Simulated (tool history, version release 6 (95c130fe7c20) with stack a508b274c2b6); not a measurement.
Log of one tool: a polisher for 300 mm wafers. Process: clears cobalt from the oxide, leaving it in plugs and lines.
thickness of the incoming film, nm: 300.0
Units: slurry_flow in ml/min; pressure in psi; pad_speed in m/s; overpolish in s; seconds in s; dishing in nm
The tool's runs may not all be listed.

run  hour  slurry_flow  pressure  pad_speed  overpolish  seconds  dishing
  1   0.0          280       2.0       1.12          16   51.972   40.868
  2   5.1          280       1.9       1.12          15   54.779   38.576
  3  11.6          280       1.8       1.12          15   58.057   38.687
  4  12.3          280       2.1       1.12          15   50.087   40.303
  5  15.4          340       2.1       1.12          15   48.881   40.627
  6  18.6          340       1.9       1.12          15   54.170   38.210
  7  19.9          335       1.8       1.12          15   57.879   38.588
  8  24.2          335       1.8       1.12          15   56.313   38.368

The next listed run, before its measurement:
  9  26.0          330       1.8       1.12          15        ?        ?

Run 9 gave seconds 56.960 s, dishing 38.473 nm.
